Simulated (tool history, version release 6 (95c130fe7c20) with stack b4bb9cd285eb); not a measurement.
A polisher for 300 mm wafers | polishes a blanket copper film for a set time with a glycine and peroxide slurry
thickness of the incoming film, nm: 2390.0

| run | hour | flow of slurry (ml/min) | pressure of the wafer on the pad (kPa) | speed of the pad under the wafer (cm/s) | polishing time (s) | film removed (angstrom) |
|---|---|---|---|---|---|---|
| 1 | 0 | 180 | 13.8 | 130 | 40 | 2280.3 |
| 2 | 1.9 | 175 | 12.4 | 130 | 40 | 2093 |
| 3 | 6.2 | 175 | 12.4 | 158 | 40 | 2398.3 |
| 4 | 11.8 | 150 | 12.4 | 158 | 40 | 2366 |
| 5 | 16.7 | 150 | 13.8 | 158 | 40 | 2568.2 |
| 6 | 25.8 | 150 | 13.8 | 158 | 40 | 2565.1 |
| 7 | 34.8 | 145 | 11.7 | 156 | 40 | 2239.2 |
| 8 | 39.4 | 145 | 10.3 | 154 | 40 | 2043.1 |
| 9 | 43.6 | 145 | 9 | 154 | 40 | 1863.6 |
| 10 | 51.3 | 145 | 9 | 154 | 40 | 1865.3 |

Forecast run 11:
| 11 | 52.3 | 145 | 8.3 | 154 | 40 | ? |

{"run 11": {"film removed (angstrom)": 1760.5}}
